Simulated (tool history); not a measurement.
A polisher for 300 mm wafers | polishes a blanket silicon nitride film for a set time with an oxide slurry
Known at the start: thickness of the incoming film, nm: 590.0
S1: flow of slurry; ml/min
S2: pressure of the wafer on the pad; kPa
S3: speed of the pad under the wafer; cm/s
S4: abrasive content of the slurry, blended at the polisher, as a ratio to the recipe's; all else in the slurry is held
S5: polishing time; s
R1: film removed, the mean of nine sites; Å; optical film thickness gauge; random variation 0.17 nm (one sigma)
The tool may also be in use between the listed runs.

| run | day | S1 | S2 | S3 | S4 | S5 | R1 |
|---|---|---|---|---|---|---|---|
| 1 | 0 | 280 | 32.4 | 102 | 1 | 40 | 309.49 |
| 2 | 0.162 | 220 | 32.4 | 102 | 1 | 40 | 299.18 |
| 3 | 0.479 | 215 | 30.3 | 102 | 1 | 40 | 276.68 |
| 4 | 0.729 | 210 | 29 | 102 | 1 | 40 | 264.55 |
| 5 | 0.854 | 210 | 29 | 102 | 1.1 | 40 | 280.36 |
| 6 | 1.054 | 205 | 27.6 | 102 | 1.1 | 40 | 260 |
| 7 | 1.142 | 200 | 26.9 | 102 | 1.1 | 40 | 257.59 |
| 8 | 1.388 | 195 | 26.2 | 102 | 1.1 | 40 | 249.22 |
| 9 | 1.504 | 190 | 25.5 | 102 | 1.1 | 40 | 242.35 |

The next listed run, before its measurement:
|  | 1.696 | slurry blender recalibrated |
| 10 | 1.696 | 190 | 24.8 | 102 | 1.1 | 40 | ? |

R1: 283.19 Å

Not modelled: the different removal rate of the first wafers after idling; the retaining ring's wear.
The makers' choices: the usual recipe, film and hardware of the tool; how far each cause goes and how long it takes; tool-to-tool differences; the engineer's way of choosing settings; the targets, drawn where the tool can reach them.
